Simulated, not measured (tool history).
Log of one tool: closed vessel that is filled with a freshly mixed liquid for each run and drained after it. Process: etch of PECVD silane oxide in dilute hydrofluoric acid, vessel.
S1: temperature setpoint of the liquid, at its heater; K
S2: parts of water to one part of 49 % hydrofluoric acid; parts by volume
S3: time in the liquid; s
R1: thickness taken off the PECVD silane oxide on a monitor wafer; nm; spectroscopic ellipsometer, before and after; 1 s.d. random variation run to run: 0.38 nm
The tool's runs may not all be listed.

Run 1, hour 0.0: S1 298.15 K, S2 285 parts by volume, S3 965 s. Result: R1 65.378 nm.
Run 2, hour 6.6: S1 296.15 K, S2 295 parts by volume, S3 965 s. Result: R1 59.443 nm.
Run 3, hour 10.7: S1 296.15 K, S2 295 parts by volume, S3 1030 s. Result: R1 63.377 nm.
Run 4, hour 16.2: S1 296.15 K, S2 375 parts by volume, S3 1030 s. Result: R1 45.906 nm.
Run 5, hour 23.1: S1 296.15 K, S2 415 parts by volume, S3 1030 s. Result: R1 40.412 nm.
Run 6, hour 26.4: S1 296.65 K, S2 415 parts by volume, S3 1030 s. Result: R1 40.310 nm.

Predict the results of run 7:
Run 7, hour 30.5: S1 300.15 K, S2 410 parts by volume, S3 1030 s. Result: R1 ?.

R1: 46.839 nm

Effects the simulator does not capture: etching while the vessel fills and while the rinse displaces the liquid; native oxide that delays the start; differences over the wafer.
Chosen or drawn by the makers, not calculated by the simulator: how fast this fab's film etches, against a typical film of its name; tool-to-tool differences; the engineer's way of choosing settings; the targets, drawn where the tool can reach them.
